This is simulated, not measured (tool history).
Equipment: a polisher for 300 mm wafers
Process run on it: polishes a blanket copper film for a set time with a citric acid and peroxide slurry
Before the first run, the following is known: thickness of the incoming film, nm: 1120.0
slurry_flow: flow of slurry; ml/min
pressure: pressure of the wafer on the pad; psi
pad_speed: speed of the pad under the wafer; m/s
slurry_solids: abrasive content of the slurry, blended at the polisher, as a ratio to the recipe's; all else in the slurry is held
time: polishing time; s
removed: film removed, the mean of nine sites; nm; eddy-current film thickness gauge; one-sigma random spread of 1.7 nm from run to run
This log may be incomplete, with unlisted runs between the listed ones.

{"run": 1, "hour": 0.0, "slurry_flow": 275, "pressure": 2.3, "pad_speed": 1.1, "slurry_solids": 1, "time": 119, "removed": 235.29}
{"run": 2, "hour": 2.1, "slurry_flow": 275, "pressure": 2.1, "pad_speed": 1.1, "slurry_solids": 1, "time": 119, "removed": 221.14}
{"run": 3, "hour": 3.6, "slurry_flow": 275, "pressure": 2.1, "pad_speed": 1.1, "slurry_solids": 1.2, "time": 119, "removed": 235.78}
{"run": 4, "hour": 12.3, "slurry_flow": 275, "pressure": 1.9, "pad_speed": 1.1, "slurry_solids": 1.2, "time": 119, "removed": 221.08}
{"run": 5, "hour": 18.1, "slurry_flow": 275, "pressure": 1.7, "pad_speed": 1.1, "slurry_solids": 1.2, "time": 119, "removed": 204.54}
{"run": 6, "hour": 22.3, "slurry_flow": 275, "pressure": 1.7, "pad_speed": 1.1, "slurry_solids": 1.2, "time": 124, "removed": 215.83}
{"run": 7, "hour": 31.2, "slurry_flow": 275, "pressure": 1.5, "pad_speed": 1.08, "slurry_solids": 1.2, "time": 124, "removed": 197.29}
{"run": 8, "hour": 33.9, "slurry_flow": 275, "pressure": 1.4, "pad_speed": 1.08, "slurry_solids": 1.2, "time": 124, "removed": 188.86}
{"run": 9, "hour": 39.6, "slurry_flow": 275, "pressure": 1.3, "pad_speed": 1.08, "slurry_solids": 1.2, "time": 124, "removed": 178.97}
{"run": 10, "hour": 45.1, "slurry_flow": 275, "pressure": 1.2, "pad_speed": 1.08, "slurry_solids": 1.2, "time": 124, "removed": 172.84}

Expected results for the next run?
{"run": 11, "hour": 47.0, "slurry_flow": 275, "pressure": 1.1, "pad_speed": 1.08, "slurry_solids": 1.2, "time": 124, "removed": "?"}

{"run 11": {"removed": 166.68}}
